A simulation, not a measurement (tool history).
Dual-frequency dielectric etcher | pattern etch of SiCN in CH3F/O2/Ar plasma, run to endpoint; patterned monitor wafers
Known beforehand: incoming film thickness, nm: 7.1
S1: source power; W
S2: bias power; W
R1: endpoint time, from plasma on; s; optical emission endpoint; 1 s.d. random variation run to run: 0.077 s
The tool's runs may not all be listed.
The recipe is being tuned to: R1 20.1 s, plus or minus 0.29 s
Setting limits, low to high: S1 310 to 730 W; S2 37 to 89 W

Run 1, hour 0: S1 520 W, S2 63 W. Result: R1 17.008 s.
Run 2, hour 0.6: S1 520 W, S2 71 W. Result: R1 16.248 s.
Run 3, hour 3.9: S1 520 W, S2 77 W. Result: R1 15.756 s.
Run 4, hour 10.9: S1 520 W, S2 70 W. Result: R1 16.378 s.
Run 5, hour 18.4: S1 480 W, S2 70 W. Result: R1 16.874 s.
Run 6, hour 22.1: S1 450 W, S2 68 W. Result: R1 17.388 s.
Run 7, hour 23.6: S1 430 W, S2 66 W. Result: R1 17.946 s.
Run 8, hour 30.8: S1 410 W, S2 65 W. Result: R1 18.408 s.
Run 9, hour 35.3: S1 390 W, S2 65 W. Result: R1 18.738 s.
Run 10, hour 43.9: S1 380 W, S2 65 W. Result: R1 19.056 s.
Run 11, hour 50.7: S1 380 W, S2 65 W. Result: R1 19.026 s.
Run 12, hour 56.6: S1 310 W, S2 63 W. Result: R1 20.759 s.
Run 13, hour 64.3: S1 310 W, S2 63 W. Result: R1 20.877 s.
Run 14, hour 72.6: S1 320 W, S2 63 W. Result: R1 20.493 s.

Which one of the following 5 next-run settings gets every result inside its allowed miss? There is exactly one.
Run A, hour 80.9: S1 360 W, S2 53 W. Result: R1 ?.
Run B, hour 80.9: S1 320 W, S2 60 W. Result: R1 ?.
Run C, hour 80.9: S1 320 W, S2 62 W. Result: R1 ?.
Run D, hour 80.9: S1 380 W, S2 55 W. Result: R1 ?.
Run E, hour 80.9: S1 310 W, S2 62 W. Result: R1 ?.

move      R1
   A   20.86
   B  20.994
   C  20.758
   D  20.157
   E  21.028
A: further off than the last run
B: further off than the last run
C: further off than the last run
D: every result lands within tolerance
E: further off than the last run
So the answer is move D, the one that meets all the targets.
